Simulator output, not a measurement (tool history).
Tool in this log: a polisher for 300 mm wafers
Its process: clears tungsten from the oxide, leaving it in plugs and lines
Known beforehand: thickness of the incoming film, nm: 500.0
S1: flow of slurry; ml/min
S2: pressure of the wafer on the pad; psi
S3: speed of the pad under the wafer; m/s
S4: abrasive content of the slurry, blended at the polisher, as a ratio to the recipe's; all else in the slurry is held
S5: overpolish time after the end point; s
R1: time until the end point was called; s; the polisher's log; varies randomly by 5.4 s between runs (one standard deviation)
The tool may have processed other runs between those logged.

{"run": 1, "hour": 0.0, "S1": 150, "S2": 2.4, "S3": 1.2, "S4": 1, "S5": 42, "R1": 149.61}
{"run": 2, "hour": 4.1, "S1": 150, "S2": 2, "S3": 1.2, "S4": 1, "S5": 42, "R1": 175.28}
{"run": 3, "hour": 8.7, "S1": 150, "S2": 1.9, "S3": 1.18, "S4": 1, "S5": 42, "R1": 188.24}
{"run": 4, "hour": 13.5, "S1": 150, "S2": 1.9, "S3": 1.18, "S4": 1.15, "S5": 42, "R1": 195.32}
{"hour": 21.5, "done": "worn pad replaced by a new one"}
{"run": 5, "hour": 21.5, "S1": 150, "S2": 1.8, "S3": 1.18, "S4": 1.15, "S5": 42, "R1": 183.09}
{"run": 6, "hour": 23.5, "S1": 150, "S2": 1.7, "S3": 1.14, "S4": 1.15, "S5": 42, "R1": 202.7}
{"run": 7, "hour": 29.2, "S1": 150, "S2": 1.7, "S3": 1.14, "S4": 1.15, "S5": 42, "R1": 203.33}
{"run": 8, "hour": 34.8, "S1": 150, "S2": 1.7, "S3": 1.14, "S4": 1.15, "S5": 42, "R1": 205.03}

What does the tool deliver on the next run?
{"run": 9, "hour": 39.5, "S1": 150, "S2": 1.6, "S3": 1.12, "S4": 1.15, "S5": 42, "R1": "?"}

{"run 9": {"R1": 211.36}}
